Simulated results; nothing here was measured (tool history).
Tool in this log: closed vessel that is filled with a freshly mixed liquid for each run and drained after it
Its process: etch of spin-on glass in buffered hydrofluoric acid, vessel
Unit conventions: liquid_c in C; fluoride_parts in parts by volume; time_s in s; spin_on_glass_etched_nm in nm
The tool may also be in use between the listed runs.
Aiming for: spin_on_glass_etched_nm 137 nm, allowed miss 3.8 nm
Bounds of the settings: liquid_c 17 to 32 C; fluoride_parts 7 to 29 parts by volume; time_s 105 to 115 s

| run | hour | liquid_c | fluoride_parts | time_s | spin_on_glass_etched_nm |
|---|---|---|---|---|---|
| 1 | 0 | 24 | 18 | 105 | 180.82 |
| 2 | 1.1 | 22.5 | 18 | 105 | 166.72 |
| 3 | 3.5 | 21.5 | 18 | 105 | 157.08 |
| 4 | 8.3 | 20 | 18 | 105 | 143.82 |
| 5 | 15.2 | 23.5 | 18 | 105 | 175.69 |
| 6 | 20.5 | 23.5 | 15.5 | 105 | 202.42 |
| 7 | 21 | 21.5 | 15.5 | 105 | 182.95 |
| 8 | 22.6 | 20.5 | 16 | 105 | 167.6 |
| 9 | 30 | 19.5 | 16 | 105 | 158.4 |
| 10 | 36 | 19 | 16 | 105 | 153.63 |
| 11 | 40.1 | 19 | 16 | 105 | 153.52 |

4 next moves are on the table. One of them brings every result within its allowed miss. Which?
| A | 44.2 | 17.5 | 18.5 | 110 | ? |
| B | 44.2 | 20.5 | 19.5 | 105 | ? |
| C | 44.2 | 17.5 | 15 | 110 | ? |
| D | 44.2 | 18 | 14.5 | 110 | ? |

| move | spin_on_glass_etched_nm |
|---|---|
| A | 127.32 |
| B | 136.68 |
| C | 156.58 |
| D | 166.56 |
A: carries the result that was furthest off beyond its target, to the other side
B: every result within its allowed miss
C: its largest miss is bigger than the last run's
D: its largest miss is bigger than the last run's
Answer: B

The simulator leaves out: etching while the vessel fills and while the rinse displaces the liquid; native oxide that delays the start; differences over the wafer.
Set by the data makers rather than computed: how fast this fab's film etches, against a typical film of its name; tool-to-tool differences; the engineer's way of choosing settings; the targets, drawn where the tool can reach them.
